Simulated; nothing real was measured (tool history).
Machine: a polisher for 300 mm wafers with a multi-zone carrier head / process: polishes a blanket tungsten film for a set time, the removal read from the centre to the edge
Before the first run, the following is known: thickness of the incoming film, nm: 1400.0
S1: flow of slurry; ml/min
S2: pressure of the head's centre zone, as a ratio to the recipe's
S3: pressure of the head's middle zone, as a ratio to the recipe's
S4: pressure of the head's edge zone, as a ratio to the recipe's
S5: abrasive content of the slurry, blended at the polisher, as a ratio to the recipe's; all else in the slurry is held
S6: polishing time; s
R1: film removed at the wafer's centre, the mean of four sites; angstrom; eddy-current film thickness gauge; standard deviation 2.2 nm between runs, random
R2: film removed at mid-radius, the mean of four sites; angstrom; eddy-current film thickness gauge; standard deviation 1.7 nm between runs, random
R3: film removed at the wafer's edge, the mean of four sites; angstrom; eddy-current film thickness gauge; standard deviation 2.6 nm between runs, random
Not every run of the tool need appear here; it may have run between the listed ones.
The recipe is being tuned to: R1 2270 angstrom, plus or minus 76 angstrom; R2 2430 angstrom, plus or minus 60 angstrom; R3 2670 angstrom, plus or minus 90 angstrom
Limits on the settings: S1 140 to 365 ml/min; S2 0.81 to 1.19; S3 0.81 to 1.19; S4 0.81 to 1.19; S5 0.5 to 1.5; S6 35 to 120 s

run  hour   S1    S2    S3    S4    S5  S6      R1      R2      R3
  1     0  235     1     1     1     1  77  2193.1  2218.1  2147.4
  2     7  240  0.99  0.99  1.03  1.05  77  2175.7  2215.1  2224.8
  3   9.9  250  0.99  0.99  1.06   1.1  77  2263.3  2252.6  2306.9
  4  13.1  250  0.99  0.99  1.06   1.1  61    1771  1799.4  1839.2
  5    16  300  0.99  0.99  1.06   1.1  61  1826.2  1829.3  1858.6
  6    21  300  0.92  0.99  1.06   1.1  61  1659.5  1838.4  1856.2
  7  27.7  290  0.92  0.99  1.07  1.15  64  1751.6  1910.2    1973
  8  33.1  280  0.92     1  1.08   1.2  66  1787.6  1996.1  2062.1
  9  34.7  275  0.93     1  1.09  1.25  68  1894.1  2061.6  2139.9

4 candidate next runs follow, results not yet known. Just one meets every target within its allowed miss. Identify it.
  A  36.3  310  1.03  0.86  1.14   1.1  89   ?   ?   ?
  B  36.3  295  0.96  0.93  1.11  1.25  84   ?   ?   ?
  C  36.3  255  0.86  0.95  1.11  1.45  78   ?   ?   ?
  D  36.3  260  0.91  0.95  1.14  0.65  93   ?   ?   ?

move      R1      R2      R3
   A  2723.5  2369.5  2800.9
   B  2450.6  2437.6  2663.2
   C  2075.3  2343.5  2521.8
   D  2253.3    2407  2625.2
A: just as far off the targets as the last run
B: the furthest-off result lands on target, but another misses its tolerance
C: nearer the targets than the last run, but a result is still out of spec
D: meets every target
The right move is D.
